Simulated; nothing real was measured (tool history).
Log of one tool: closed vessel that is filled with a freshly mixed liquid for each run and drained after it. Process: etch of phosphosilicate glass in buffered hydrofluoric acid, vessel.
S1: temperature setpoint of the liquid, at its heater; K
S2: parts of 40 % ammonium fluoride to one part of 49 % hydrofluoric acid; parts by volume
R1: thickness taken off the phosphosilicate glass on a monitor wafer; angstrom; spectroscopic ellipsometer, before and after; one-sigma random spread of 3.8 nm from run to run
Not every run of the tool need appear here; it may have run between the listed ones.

Run 1, hour 0: S1 294.15 K, S2 8.5 parts by volume, time in the liquid (s) 95. Result: R1 6778 angstrom.
Run 2, hour 3.3: S1 293.15 K, S2 8.5 parts by volume, time in the liquid (s) 95. Result: R1 6418.3 angstrom.
Run 3, hour 10.2: S1 294.65 K, S2 8.5 parts by volume, time in the liquid (s) 95. Result: R1 7040.3 angstrom.
Run 4, hour 18.8: S1 293.65 K, S2 8.5 parts by volume, time in the liquid (s) 95. Result: R1 6575.7 angstrom.
Run 5, hour 22.2: S1 293.65 K, S2 8.5 parts by volume, time in the liquid (s) 105. Result: R1 7188.4 angstrom.
Run 6, hour 27: S1 292.65 K, S2 8.5 parts by volume, time in the liquid (s) 105. Result: R1 6959.3 angstrom.

Run 7 is up next; what results do you expect?
Run 7, hour 30: S1 292.15 K, S2 8.5 parts by volume, time in the liquid (s) 105. Result: R1 ?.

R1: 6687 angstrom
